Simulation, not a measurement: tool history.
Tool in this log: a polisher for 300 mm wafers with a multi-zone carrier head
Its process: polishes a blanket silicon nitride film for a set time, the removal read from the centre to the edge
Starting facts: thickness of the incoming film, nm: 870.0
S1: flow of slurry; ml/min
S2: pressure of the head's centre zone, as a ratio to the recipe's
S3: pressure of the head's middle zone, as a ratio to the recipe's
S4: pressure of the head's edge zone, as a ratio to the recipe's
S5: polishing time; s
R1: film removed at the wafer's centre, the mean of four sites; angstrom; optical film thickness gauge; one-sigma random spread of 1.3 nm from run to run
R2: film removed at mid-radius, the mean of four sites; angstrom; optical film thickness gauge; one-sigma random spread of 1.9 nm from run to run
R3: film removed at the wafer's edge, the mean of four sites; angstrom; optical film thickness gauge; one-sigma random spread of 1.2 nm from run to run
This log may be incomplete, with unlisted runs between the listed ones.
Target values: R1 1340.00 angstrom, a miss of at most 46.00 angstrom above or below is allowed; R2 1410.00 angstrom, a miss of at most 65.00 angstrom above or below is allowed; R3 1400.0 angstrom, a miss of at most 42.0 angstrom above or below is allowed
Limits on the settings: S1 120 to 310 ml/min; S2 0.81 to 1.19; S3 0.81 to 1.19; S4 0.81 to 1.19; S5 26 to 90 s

run 1 hour=0.0 | S1=200 S2=1.00 S3=1.00 S4=1.00 S5=58 | R1=978.92 R2=980.34 R3=1000.5
run 2 hour=1.5 | S1=200 S2=1.00 S3=1.05 S4=1.00 S5=58 | R1=985.91 R2=1037.50 R3=1003.4
run 3 hour=5.3 | S1=205 S2=1.01 S3=1.06 S4=1.04 S5=61 | R1=1039.30 R2=1081.20 R3=1074.2
run 4 hour=6.8 | S1=165 S2=1.01 S3=1.06 S4=1.04 S5=61 | R1=1006.90 R2=1038.70 R3=1020.1
run 5 hour=14.1 | S1=195 S2=1.01 S3=1.06 S4=1.04 S5=61 | R1=1051.60 R2=1075.40 R3=1061.1
run 6 hour=22.8 | S1=165 S2=1.01 S3=1.06 S4=1.04 S5=61 | R1=1014.40 R2=1052.30 R3=1039.4
run 7 hour=28.0 | S1=185 S2=1.01 S3=1.08 S4=1.07 S5=64 | R1=1076.70 R2=1141.10 R3=1125.1
run 8 hour=28.8 | S1=205 S2=1.03 S3=1.10 S4=1.09 S5=65 | R1=1147.60 R2=1191.80 R3=1157.0
run 9 hour=30.3 | S1=220 S2=1.03 S3=1.10 S4=1.11 S5=67 | R1=1192.60 R2=1233.70 R3=1230.5
run 10 hour=36.8 | S1=235 S2=1.03 S3=1.11 S4=1.12 S5=68 | R1=1223.00 R2=1245.90 R3=1257.0
run 11 hour=38.8 | S1=240 S2=1.03 S3=1.12 S4=1.13 S5=69 | R1=1227.50 R2=1266.60 R3=1275.7
run 12 hour=40.7 | S1=240 S2=1.03 S3=1.13 S4=1.14 S5=70 | R1=1232.80 R2=1362.80 R3=1282.9
run 13 hour=42.8 | S1=245 S2=1.03 S3=1.13 S4=1.15 S5=71 | R1=1274.70 R2=1396.30 R3=1343.5
run 14 hour=48.7 | S1=250 S2=1.04 S3=1.13 S4=1.16 S5=71 | R1=1272.20 R2=1375.60 R3=1342.2
run 15 hour=51.6 | S1=255 S2=1.05 S3=1.13 S4=1.17 S5=71 | R1=1317.80 R2=1382.20 R3=1351.5

Consider the 5 candidate settings below. Which is the only one whose results all fall within their allowed miss of target?
run A hour=54.5 | S1=185 S2=1.09 S3=1.11 S4=1.19 S5=71 | R1=? R2=? R3=?
run B hour=54.5 | S1=310 S2=1.00 S3=1.07 S4=1.09 S5=75 | R1=? R2=? R3=?
run C hour=54.5 | S1=170 S2=1.09 S3=1.19 S4=1.10 S5=73 | R1=? R2=? R3=?
run D hour=54.5 | S1=250 S2=1.10 S3=1.19 S4=1.13 S5=68 | R1=? R2=? R3=?
run E hour=54.5 | S1=305 S2=0.99 S3=1.12 S4=1.19 S5=70 | R1=? R2=? R3=?

move=A R1=1302.50 R2=1295.70 R3=1323.9
move=B R1=1359.80 R2=1420.50 R3=1407.5
move=C R1=1316.90 R2=1392.90 R3=1291.0
move=D R1=1323.40 R2=1377.40 R3=1274.5
move=E R1=1254.60 R2=1376.30 R3=1371.7
A: misses by more than the last run did
B: meets every target
C: misses by more than the last run did
D: misses by more than the last run did
E: brings the last run's worst result on target, with another outside its allowed miss
The move that meets every target is B.
